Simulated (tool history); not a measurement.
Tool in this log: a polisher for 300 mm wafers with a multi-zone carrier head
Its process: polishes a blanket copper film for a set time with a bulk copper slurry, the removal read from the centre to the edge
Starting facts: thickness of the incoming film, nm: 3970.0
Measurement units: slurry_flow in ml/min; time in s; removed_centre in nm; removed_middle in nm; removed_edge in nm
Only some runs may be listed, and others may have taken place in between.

run 1 hour=0.0 | slurry_flow=235 centre_zone=1.00 middle_zone=1.00 edge_zone=1.00 slurry_solids=1.00 time=62 | removed_centre=545.15 removed_middle=554.92 removed_edge=550.15
run 2 hour=6.1 | slurry_flow=235 centre_zone=1.00 middle_zone=0.96 edge_zone=0.97 slurry_solids=0.85 time=59 | removed_centre=501.72 removed_middle=492.64 removed_edge=505.27
run 3 hour=11.2 | slurry_flow=235 centre_zone=0.95 middle_zone=0.96 edge_zone=0.97 slurry_solids=0.85 time=59 | removed_centre=468.07 removed_middle=491.58 removed_edge=510.33
run 4 hour=14.1 | slurry_flow=235 centre_zone=0.95 middle_zone=0.96 edge_zone=0.97 slurry_solids=0.85 time=70 | removed_centre=564.23 removed_middle=598.70 removed_edge=592.56
run 5 hour=15.5 | slurry_flow=230 centre_zone=0.97 middle_zone=0.94 edge_zone=0.94 slurry_solids=0.75 time=65 | removed_centre=504.33 removed_middle=521.09 removed_edge=531.04
run 6 hour=16.5 | slurry_flow=230 centre_zone=0.97 middle_zone=0.94 edge_zone=0.94 slurry_solids=0.75 time=71 | removed_centre=561.17 removed_middle=559.84 removed_edge=572.96
run 7 hour=23.7 | slurry_flow=210 centre_zone=1.05 middle_zone=0.84 edge_zone=0.84 slurry_solids=0.50 time=53 | removed_centre=408.70 removed_middle=349.68 removed_edge=381.49

Run 8 has not been measured yet. What should we expect?
run 8 hour=26.0 | slurry_flow=220 centre_zone=1.05 middle_zone=0.86 edge_zone=0.86 slurry_solids=0.50 time=53 | removed_centre=? removed_middle=? removed_edge=?

{"run 8": {"removed_centre": 418.41, "removed_middle": 361.27, "removed_edge": 391.98}}

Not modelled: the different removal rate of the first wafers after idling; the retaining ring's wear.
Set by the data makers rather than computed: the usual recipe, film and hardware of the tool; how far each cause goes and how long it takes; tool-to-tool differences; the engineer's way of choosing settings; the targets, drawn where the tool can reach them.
